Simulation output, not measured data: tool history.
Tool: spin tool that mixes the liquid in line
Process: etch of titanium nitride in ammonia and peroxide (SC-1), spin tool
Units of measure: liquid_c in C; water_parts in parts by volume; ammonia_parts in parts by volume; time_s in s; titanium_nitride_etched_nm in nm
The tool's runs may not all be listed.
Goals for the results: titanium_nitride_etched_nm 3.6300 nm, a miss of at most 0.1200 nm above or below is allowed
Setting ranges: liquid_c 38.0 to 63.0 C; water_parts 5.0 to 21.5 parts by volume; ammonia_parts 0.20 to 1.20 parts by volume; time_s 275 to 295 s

run,hour,liquid_c,water_parts,ammonia_parts,time_s,titanium_nitride_etched_nm
1,0.0,47.0,12.0,0.90,275,8.7167
2,2.9,47.0,12.0,0.90,295,9.3125
3,9.7,44.5,13.5,0.90,295,7.4138
4,14.4,43.0,15.0,0.90,295,6.2849
5,15.4,43.0,11.5,0.90,295,7.2710
6,22.9,41.5,13.5,0.85,295,5.7749
7,27.5,40.5,14.5,0.85,295,5.2384
8,30.9,40.0,15.5,0.85,295,4.9547

Below are 5 possible settings for the next run. Only one of them brings all results inside the allowed miss of their targets. Which is it?
A,34.3,39.5,20.5,0.70,275,?
B,34.3,42.5,18.0,0.90,295,?
C,34.3,38.0,16.0,0.40,275,?
D,34.3,38.5,15.0,0.70,275,?
E,34.3,38.5,14.5,0.60,280,?

move,titanium_nitride_etched_nm
A,3.6297
B,5.4423
C,3.3613
D,3.9989
E,4.0357
A: all results land within tolerance of their targets
B: moves away from the targets compared with the last run
C: carries the result that was furthest off beyond its target, to the other side
D: nearer the targets than the last run, but a result is still out of spec
E: nearer the targets than the last run, but a result is still out of spec
The move that meets every target is A.
